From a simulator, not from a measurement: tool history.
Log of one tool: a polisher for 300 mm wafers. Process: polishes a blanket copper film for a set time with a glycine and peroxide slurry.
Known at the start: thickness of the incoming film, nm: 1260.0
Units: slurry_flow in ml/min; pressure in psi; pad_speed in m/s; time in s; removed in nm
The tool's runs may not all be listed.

run	day	slurry_flow	pressure	pad_speed	time	removed
1	0.000	180	3.1	1.02	107	830.70
2	0.242	175	2.6	0.92	107	651.03
3	0.429	175	2.6	0.70	107	518.19
4	0.767	175	2.4	0.70	107	488.75
5	0.929	195	2.4	0.70	107	495.19
6	1.154	240	2.4	0.70	107	509.05

Forecast run 7:
7	1.458	240	2.2	0.70	107	?

Run 7 gave removed 490.73 nm.
